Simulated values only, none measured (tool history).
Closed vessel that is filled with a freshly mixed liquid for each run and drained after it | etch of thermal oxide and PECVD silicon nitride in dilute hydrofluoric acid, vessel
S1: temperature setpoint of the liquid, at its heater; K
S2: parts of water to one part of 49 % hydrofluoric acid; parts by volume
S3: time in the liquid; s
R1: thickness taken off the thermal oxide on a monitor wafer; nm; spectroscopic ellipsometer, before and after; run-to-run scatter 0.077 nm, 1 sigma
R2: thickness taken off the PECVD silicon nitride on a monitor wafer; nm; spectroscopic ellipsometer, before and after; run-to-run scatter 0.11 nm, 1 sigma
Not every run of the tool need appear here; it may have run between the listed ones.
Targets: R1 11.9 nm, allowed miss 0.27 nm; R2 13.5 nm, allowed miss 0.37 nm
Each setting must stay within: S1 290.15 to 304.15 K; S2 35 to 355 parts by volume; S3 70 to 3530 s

| run | hour | S1 | S2 | S3 | R1 | R2 |
|---|---|---|---|---|---|---|
| 1 | 0 | 296.15 | 195 | 1800 | 44.484 | 49.184 |
| 2 | 5.2 | 294.65 | 230 | 1760 | 34.433 | 37.518 |
| 3 | 7 | 294.15 | 260 | 1645 | 26.854 | 29.922 |
| 4 | 8.8 | 292.65 | 260 | 1645 | 25.413 | 27.246 |
| 5 | 15.9 | 292.65 | 210 | 1645 | 32.599 | 33.322 |
| 6 | 19.8 | 292.15 | 245 | 1565 | 25.457 | 26.724 |
| 7 | 20.7 | 291.65 | 270 | 1515 | 21.233 | 22.563 |
| 8 | 28.1 | 291.65 | 290 | 1480 | 19.156 | 20.577 |
| 9 | 29.7 | 291.65 | 305 | 1425 | 17.333 | 19.031 |
| 10 | 33.4 | 291.65 | 315 | 1385 | 16.153 | 17.679 |
| 11 | 39.7 | 291.65 | 355 | 1255 | 12.463 | 14.489 |
| 12 | 45.9 | 291.65 | 355 | 1250 | 12.535 | 14.366 |
| 13 | 49.8 | 291.65 | 355 | 1235 | 12.335 | 14.214 |
| 14 | 50.5 | 291.65 | 355 | 1230 | 12.47 | 14.222 |
| 15 | 55.9 | 291.65 | 355 | 1215 | 12.298 | 14.258 |
| 16 | 63.2 | 291.65 | 355 | 1215 | 12.269 | 14.095 |
|  | 72.1 | hydrofluoric acid flow meter replaced |
| 17 | 72.1 | 291.65 | 355 | 1210 | 10.881 | 12.888 |
| 18 | 75.1 | 291.15 | 325 | 1140 | 11.407 | 12.803 |
| 19 | 83.3 | 291.65 | 320 | 1125 | 11.593 | 13.157 |

Exercise: of the 5 proposed moves below, exactly one satisfies all targets within the stated allowed misses. Which move is it?
| A | 91.5 | 296.15 | 295 | 815 | ? | ? |
| B | 91.5 | 295.15 | 300 | 915 | ? | ? |
| C | 91.5 | 290.65 | 335 | 1200 | ? | ? |
| D | 91.5 | 290.15 | 350 | 1385 | ? | ? |
| E | 91.5 | 292.15 | 335 | 1150 | ? | ? |

| move | R1 | R2 |
|---|---|---|
| A | 10.929 | 13.687 |
| B | 11.591 | 14.206 |
| C | 11.213 | 12.595 |
| D | 12.012 | 13.503 |
| E | 11.353 | 13.286 |
A: moves away from the targets compared with the last run
B: moves away from the targets compared with the last run
C: moves away from the targets compared with the last run
D: in spec on every target
E: moves away from the targets compared with the last run
Answer: D
